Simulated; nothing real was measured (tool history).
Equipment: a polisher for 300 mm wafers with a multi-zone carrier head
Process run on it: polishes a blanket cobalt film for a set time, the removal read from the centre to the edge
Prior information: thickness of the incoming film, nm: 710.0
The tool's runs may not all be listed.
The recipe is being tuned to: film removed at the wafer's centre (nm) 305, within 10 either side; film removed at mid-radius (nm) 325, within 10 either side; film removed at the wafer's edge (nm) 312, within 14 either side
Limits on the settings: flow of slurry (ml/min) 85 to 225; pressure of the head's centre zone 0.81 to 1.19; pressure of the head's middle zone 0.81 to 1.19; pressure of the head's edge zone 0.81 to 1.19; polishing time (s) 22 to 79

run  hour  flow of slurry (ml/min)  pressure of the head's centre zone  pressure of the head's middle zone  pressure of the head's edge zone  polishing time (s)  film removed at the wafer's centre (nm)  film removed at mid-radius (nm)  film removed at the wafer's edge (nm)
  1     0                      145                                   1                                   1                                 1                  50                                   272.87                           258.43                                 257.98
  2     2                      145                                   1                                   1                              1.05                  50                                   265.12                           261.11                                 265.62
  3   3.2                      155                                1.01                                1.02                              1.07                  51                                   282.44                           272.71                                 277.29
  4   6.2                      170                                1.01                                1.02                              1.07                  51                                   291.35                           278.14                                 283.09
  5   9.8                      175                                   1                                1.04                              1.08                  51                                   284.11                           285.53                                 283.69
  6  17.6                      175                                   1                                1.04                              1.08                  58                                    330.9                           327.91                                 317.23
  7  25.8                      170                                0.99                                1.04                              1.08                  58                                    327.1                           324.33                                  316.6
  8  28.3                      165                                0.98                                1.04                              1.08                  58                                   320.58                           324.17                                    320

Which one of the following 5 next-run settings gets every result inside its allowed miss? There is exactly one.
  A  30.8                      160                                1.02                                1.04                               1.1                  59                                        ?                                ?                                      ?
  B  30.8                      160                                1.03                                1.13                              0.96                  57                                        ?                                ?                                      ?
  C  30.8                      170                                0.98                                0.96                              0.96                  62                                        ?                                ?                                      ?
  D  30.8                      210                                 1.1                                1.04                              1.09                  54                                        ?                                ?                                      ?
  E  30.8                      175                                0.96                                1.08                              1.07                  56                                        ?                                ?                                      ?

move  film removed at the wafer's centre (nm)  film removed at mid-radius (nm)  film removed at the wafer's edge (nm)
   A                                   329.98                           326.02                                 329.62
   B                                   322.09                           338.17                                 297.55
   C                                   337.36                           324.01                                 327.08
   D                                   342.41                           312.13                                  310.5
   E                                   300.53                           324.99                                 312.11
A: further off than the last run
B: further off than the last run
C: further off than the last run
D: further off than the last run
E: all results land within tolerance of their targets
Correct choice: E, which meets every target

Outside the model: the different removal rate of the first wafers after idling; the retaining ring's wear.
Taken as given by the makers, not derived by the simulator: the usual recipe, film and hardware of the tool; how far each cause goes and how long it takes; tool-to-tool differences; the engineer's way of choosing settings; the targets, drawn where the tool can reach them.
